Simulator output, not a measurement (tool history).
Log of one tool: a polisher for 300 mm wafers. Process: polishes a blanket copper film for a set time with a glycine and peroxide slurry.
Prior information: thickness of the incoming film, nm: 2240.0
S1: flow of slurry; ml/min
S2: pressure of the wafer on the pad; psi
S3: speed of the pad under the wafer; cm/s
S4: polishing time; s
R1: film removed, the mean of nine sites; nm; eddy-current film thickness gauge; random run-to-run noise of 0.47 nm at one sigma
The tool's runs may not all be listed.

| run | hour | S1 | S2 | S3 | S4 | R1 |
|---|---|---|---|---|---|---|
| 1 | 0 | 295 | 2.8 | 78 | 29 | 120.48 |
| 2 | 2.4 | 295 | 2.3 | 72 | 29 | 97.905 |
| 3 | 9.8 | 295 | 2.3 | 72 | 26 | 87.15 |
| 4 | 16.5 | 295 | 2.3 | 72 | 26 | 88.457 |
| 5 | 20.2 | 295 | 2 | 72 | 26 | 80.852 |
| 6 | 28.4 | 295 | 1.8 | 72 | 26 | 74.442 |
| 7 | 29.6 | 285 | 1.4 | 72 | 26 | 63.067 |

Predict the results of run 8:
| 8 | 35.5 | 300 | 1.4 | 72 | 26 | ? |

{"run 8": {"R1": 63.269}}
